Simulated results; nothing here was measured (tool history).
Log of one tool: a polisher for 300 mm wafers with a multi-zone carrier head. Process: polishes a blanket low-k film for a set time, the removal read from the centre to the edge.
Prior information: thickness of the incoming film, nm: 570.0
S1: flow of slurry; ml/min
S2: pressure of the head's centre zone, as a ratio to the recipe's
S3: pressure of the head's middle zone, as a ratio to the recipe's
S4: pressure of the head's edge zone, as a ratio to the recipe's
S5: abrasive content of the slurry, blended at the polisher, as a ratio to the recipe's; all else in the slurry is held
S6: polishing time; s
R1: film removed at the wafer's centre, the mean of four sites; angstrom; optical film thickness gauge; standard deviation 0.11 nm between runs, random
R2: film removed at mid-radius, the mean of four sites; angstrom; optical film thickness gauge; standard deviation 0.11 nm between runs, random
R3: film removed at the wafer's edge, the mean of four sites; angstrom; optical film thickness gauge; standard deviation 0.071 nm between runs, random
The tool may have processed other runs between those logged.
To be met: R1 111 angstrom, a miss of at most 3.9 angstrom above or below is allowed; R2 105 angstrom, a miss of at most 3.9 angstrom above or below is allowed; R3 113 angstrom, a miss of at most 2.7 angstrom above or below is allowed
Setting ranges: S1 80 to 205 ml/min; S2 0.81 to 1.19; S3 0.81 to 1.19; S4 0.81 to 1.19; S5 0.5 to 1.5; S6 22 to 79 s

run  hour   S1    S2    S3    S4    S5  S6      R1      R2      R3
  1     0  135     1     1     1     1  50  190.17  191.96  193.88
  2   5.8  130  0.99  0.97  0.96  0.85  47  161.74  158.42  159.86
  3   9.2  120  0.96  0.93  0.93  0.75  47  140.27  137.23   141.5
  4  13.4  150  0.96  0.93  0.93  0.75  47  146.73   143.8  146.56
  5  20.8  140  0.94   0.9   0.9   0.7  47  133.82  129.67  136.49
  6  24.6  135  0.93  0.89  0.88  0.65  47  122.49  118.77   123.9
  7  31.1  125  0.93  0.88  0.87  0.65  47   118.1  115.62   121.5
  8  39.4   90  0.96  0.83  0.81  0.65  47  108.92  99.045  111.65

5 candidate next runs follow, results not yet known. Just one meets every target within its allowed miss. Identify it.
  A  47.7  80  1.01  0.81  0.89  0.65  45   ?   ?   ?
  B  47.7  90  0.96  0.87  0.82  0.85  38   ?   ?   ?
  C  47.7  80  0.96  0.81  0.82   0.7  45   ?   ?   ?
  D  47.7  90  1.02  0.93  0.82   0.6  47   ?   ?   ?
  E  47.7  90  0.99  0.87  0.95   0.6  47   ?   ?   ?

move      R1      R2      R3
   A   104.1  88.585  107.47
   B   110.1  103.69  112.52
   C  105.84  94.826  111.05
   D  107.21  100.31  102.95
   E  103.99   94.91  109.82
A: lands further from the targets than the last run did
B: every result within its allowed miss
C: lands further from the targets than the last run did
D: lands further from the targets than the last run did
E: lands further from the targets than the last run did
B is the move that brings every result within its allowed miss.
